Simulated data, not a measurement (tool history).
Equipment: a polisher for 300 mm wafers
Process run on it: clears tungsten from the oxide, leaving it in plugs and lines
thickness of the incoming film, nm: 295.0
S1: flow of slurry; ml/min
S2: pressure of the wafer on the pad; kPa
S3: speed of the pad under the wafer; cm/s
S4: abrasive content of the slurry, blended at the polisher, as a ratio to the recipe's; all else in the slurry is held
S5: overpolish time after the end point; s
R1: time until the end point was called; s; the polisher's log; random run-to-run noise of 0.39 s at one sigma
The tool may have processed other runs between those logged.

{"run": 1, "hour": 0.0, "S1": 300, "S2": 20.7, "S3": 94, "S4": 1, "S5": 22, "R1": 68.887}
{"run": 2, "hour": 5.2, "S1": 300, "S2": 20.7, "S3": 80, "S4": 1, "S5": 22, "R1": 79.132}
{"run": 3, "hour": 14.0, "S1": 300, "S2": 23.4, "S3": 88, "S4": 1, "S5": 22, "R1": 65.43}
{"run": 4, "hour": 18.7, "S1": 300, "S2": 26.2, "S3": 88, "S4": 1, "S5": 22, "R1": 59.533}
{"run": 5, "hour": 19.8, "S1": 300, "S2": 22.1, "S3": 88, "S4": 1, "S5": 22, "R1": 69.549}
{"run": 6, "hour": 24.6, "S1": 300, "S2": 24.8, "S3": 96, "S4": 1, "S5": 22, "R1": 58.332}
{"run": 7, "hour": 25.2, "S1": 300, "S2": 26.9, "S3": 104, "S4": 1, "S5": 22, "R1": 48.925}
{"run": 8, "hour": 29.0, "S1": 300, "S2": 28.3, "S3": 108, "S4": 1, "S5": 22, "R1": 45.409}

Run 9 comes next. What will it give?
{"run": 9, "hour": 36.4, "S1": 300, "S2": 29, "S3": 112, "S4": 1, "S5": 22, "R1": "?"}

{"run 9": {"R1": 42.303}}
